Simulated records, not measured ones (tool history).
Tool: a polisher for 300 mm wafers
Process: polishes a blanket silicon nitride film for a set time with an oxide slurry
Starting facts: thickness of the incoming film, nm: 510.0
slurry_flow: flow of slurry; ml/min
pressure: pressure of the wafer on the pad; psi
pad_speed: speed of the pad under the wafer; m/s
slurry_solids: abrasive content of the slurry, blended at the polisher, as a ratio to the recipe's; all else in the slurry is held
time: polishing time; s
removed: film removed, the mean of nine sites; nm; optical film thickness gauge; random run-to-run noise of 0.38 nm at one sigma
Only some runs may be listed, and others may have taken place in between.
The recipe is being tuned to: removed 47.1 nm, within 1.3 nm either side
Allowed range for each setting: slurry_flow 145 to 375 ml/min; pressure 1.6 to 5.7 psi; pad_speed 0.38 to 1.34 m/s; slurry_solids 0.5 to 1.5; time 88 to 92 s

Run 1, hour 0: slurry_flow 240 ml/min, pressure 3.6 psi, pad_speed 0.86 m/s, slurry_solids 1, time 88 s. Result: removed 42.212 nm.
Run 2, hour 9: slurry_flow 240 ml/min, pressure 3.6 psi, pad_speed 0.86 m/s, slurry_solids 1.15, time 88 s. Result: removed 43.991 nm.
Run 3, hour 14.8: slurry_flow 195 ml/min, pressure 3.6 psi, pad_speed 0.86 m/s, slurry_solids 1.15, time 88 s. Result: removed 43.672 nm.
Run 4, hour 20.4: slurry_flow 230 ml/min, pressure 3.6 psi, pad_speed 0.86 m/s, slurry_solids 1.15, time 88 s. Result: removed 44.223 nm.
Run 5, hour 26: slurry_flow 230 ml/min, pressure 4.5 psi, pad_speed 0.86 m/s, slurry_solids 1.15, time 88 s. Result: removed 54.358 nm.
Run 6, hour 34.6: slurry_flow 230 ml/min, pressure 4.4 psi, pad_speed 0.86 m/s, slurry_solids 1.15, time 88 s. Result: removed 52.968 nm.
Run 7, hour 36.5: slurry_flow 230 ml/min, pressure 4.3 psi, pad_speed 0.86 m/s, slurry_solids 1.15, time 88 s. Result: removed 52.142 nm.
Run 8, hour 40.7: slurry_flow 230 ml/min, pressure 4.2 psi, pad_speed 0.86 m/s, slurry_solids 1.15, time 88 s. Result: removed 50.884 nm.
Run 9, hour 42.7: slurry_flow 230 ml/min, pressure 4.1 psi, pad_speed 0.86 m/s, slurry_solids 1.15, time 88 s. Result: removed 49.67 nm.
Run 10, hour 45.3: slurry_flow 230 ml/min, pressure 4 psi, pad_speed 0.86 m/s, slurry_solids 1.15, time 88 s. Result: removed 48.968 nm.

Of the 4 settings listed for the next run, only one would bring every result within its allowed miss of target. Which one?
Run A, hour 47.9: slurry_flow 170 ml/min, pressure 3.8 psi, pad_speed 0.9 m/s, slurry_solids 1.25, time 92 s. Result: removed ?.
Run B, hour 47.9: slurry_flow 150 ml/min, pressure 3.7 psi, pad_speed 1 m/s, slurry_solids 0.9, time 88 s. Result: removed ?.
Run C, hour 47.9: slurry_flow 185 ml/min, pressure 4.1 psi, pad_speed 0.84 m/s, slurry_solids 1.35, time 89 s. Result: removed ?.
Run D, hour 47.9: slurry_flow 230 ml/min, pressure 3.8 psi, pad_speed 0.78 m/s, slurry_solids 1.35, time 92 s. Result: removed ?.

move  removed
   A   50.473
   B    44.55
   C   51.626
   D   47.842
A: misses by more than the last run did
B: takes the result that was furthest off past its target
C: misses by more than the last run did
D: every result within its allowed miss
The right move is D.

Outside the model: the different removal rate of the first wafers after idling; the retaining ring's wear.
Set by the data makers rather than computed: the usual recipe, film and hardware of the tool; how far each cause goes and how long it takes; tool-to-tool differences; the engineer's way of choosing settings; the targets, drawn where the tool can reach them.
